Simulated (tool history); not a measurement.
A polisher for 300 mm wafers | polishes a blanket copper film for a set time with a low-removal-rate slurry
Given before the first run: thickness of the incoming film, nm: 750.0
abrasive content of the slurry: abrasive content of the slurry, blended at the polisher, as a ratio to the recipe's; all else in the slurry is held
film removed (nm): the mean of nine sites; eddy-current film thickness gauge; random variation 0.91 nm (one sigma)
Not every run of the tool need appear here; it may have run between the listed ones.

run  hour  flow of slurry (ml/min)  pressure of the wafer on the pad (psi)  speed of the pad under the wafer (m/s)  abrasive content of the slurry  polishing time (s)  film removed (nm)
  1   0.0                      200                                     2.7                                    0.94                             1.0                  50            101.960
  2   1.9                      200                                     3.2                                    0.94                             1.0                  50            119.940
  3   8.0                      200                                     2.9                                    0.94                             1.0                  50            108.260
  4  13.2                      200                                     2.7                                    0.94                             1.0                  50            102.820
     17.9  -- slurry nozzle cleaned
  5  17.9                      200                                     2.7                                    0.94                             1.0                  52            112.100
  6  22.5                      200                                     2.5                                    0.94                             1.0                  52            102.660
  7  28.4                      200                                     2.3                                    0.94                             1.0                  52             95.616
  8  36.0                      200                                     2.2                                    0.94                             1.0                  52             92.001

Run 9 is up next; what results do you expect?
  9  39.3                      200                                     2.1                                    0.94                             1.0                  52                  ?

For run 9 the tool returned film removed (nm) 86.441.

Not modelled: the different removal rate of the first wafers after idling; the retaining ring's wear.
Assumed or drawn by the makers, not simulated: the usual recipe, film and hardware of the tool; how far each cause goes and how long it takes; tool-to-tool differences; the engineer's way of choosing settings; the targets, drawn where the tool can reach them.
